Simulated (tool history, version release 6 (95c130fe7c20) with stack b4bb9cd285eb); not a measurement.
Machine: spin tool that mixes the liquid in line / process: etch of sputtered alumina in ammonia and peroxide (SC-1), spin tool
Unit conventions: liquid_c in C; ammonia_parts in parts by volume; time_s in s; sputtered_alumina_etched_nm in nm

Run 1, hour 0: liquid_c 50 C, ammonia_parts 0.55 parts by volume, time_s 95 s. Result: sputtered_alumina_etched_nm 8.5725 nm.
Run 2, hour 7.8: liquid_c 45.5 C, ammonia_parts 0.55 parts by volume, time_s 95 s. Result: sputtered_alumina_etched_nm 6.6688 nm.
Run 3, hour 10.8: liquid_c 52.5 C, ammonia_parts 0.55 parts by volume, time_s 95 s. Result: sputtered_alumina_etched_nm 9.9397 nm.
Run 4, hour 17.3: liquid_c 53 C, ammonia_parts 0.55 parts by volume, time_s 95 s. Result: sputtered_alumina_etched_nm 9.9369 nm.
Run 5, hour 21.8: liquid_c 50 C, ammonia_parts 0.55 parts by volume, time_s 95 s. Result: sputtered_alumina_etched_nm 8.6358 nm.
Run 6, hour 29.9: liquid_c 51 C, ammonia_parts 0.55 parts by volume, time_s 95 s. Result: sputtered_alumina_etched_nm 9.0675 nm.
Run 7, hour 35.2: liquid_c 52 C, ammonia_parts 0.55 parts by volume, time_s 95 s. Result: sputtered_alumina_etched_nm 9.4989 nm.
Run 8, hour 44.1: liquid_c 52 C, ammonia_parts 0.55 parts by volume, time_s 95 s. Result: sputtered_alumina_etched_nm 9.5366 nm.
Run 9, hour 46.4: liquid_c 52.5 C, ammonia_parts 0.55 parts by volume, time_s 95 s. Result: sputtered_alumina_etched_nm 9.8104 nm.

Estimate the outcome of run 10 from the log above:
Run 10, hour 48.4: liquid_c 53 C, ammonia_parts 0.55 parts by volume, time_s 95 s. Result: sputtered_alumina_etched_nm ?.

{"run 10": {"sputtered_alumina_etched_nm": 10.187}}
